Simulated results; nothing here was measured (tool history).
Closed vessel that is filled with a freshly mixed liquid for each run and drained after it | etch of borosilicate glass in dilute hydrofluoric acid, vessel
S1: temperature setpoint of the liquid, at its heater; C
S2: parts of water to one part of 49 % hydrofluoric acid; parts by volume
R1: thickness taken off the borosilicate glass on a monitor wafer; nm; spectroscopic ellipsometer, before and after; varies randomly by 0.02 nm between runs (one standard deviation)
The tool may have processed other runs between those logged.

{"run": 1, "day": 0.0, "S1": 24.0, "S2": 290, "time in the liquid (s)": 45, "R1": 3.3744}
{"run": 2, "day": 0.246, "S1": 24.0, "S2": 190, "time in the liquid (s)": 45, "R1": 5.7028}
{"run": 3, "day": 0.533, "S1": 24.0, "S2": 190, "time in the liquid (s)": 35, "R1": 4.5051}
{"run": 4, "day": 0.558, "S1": 22.5, "S2": 210, "time in the liquid (s)": 35, "R1": 3.7404}
{"run": 5, "day": 0.788, "S1": 21.5, "S2": 210, "time in the liquid (s)": 35, "R1": 3.6224}
{"run": 6, "day": 0.908, "S1": 21.5, "S2": 250, "time in the liquid (s)": 35, "R1": 2.881}
{"run": 7, "day": 0.962, "S1": 21.0, "S2": 250, "time in the liquid (s)": 35, "R1": 2.8507}
{"run": 8, "day": 1.304, "S1": 20.5, "S2": 250, "time in the liquid (s)": 35, "R1": 2.8038}
{"run": 9, "day": 1.529, "S1": 20.0, "S2": 250, "time in the liquid (s)": 35, "R1": 2.7037}
{"day": 1.679, "done": "thermometer replaced"}
{"run": 10, "day": 1.679, "S1": 19.5, "S2": 250, "time in the liquid (s)": 35, "R1": 2.4767}

Predict the results of run 11:
{"run": 11, "day": 1.721, "S1": 19.0, "S2": 250, "time in the liquid (s)": 35, "R1": "?"}

Run 11 produced R1 2.4903 nm.
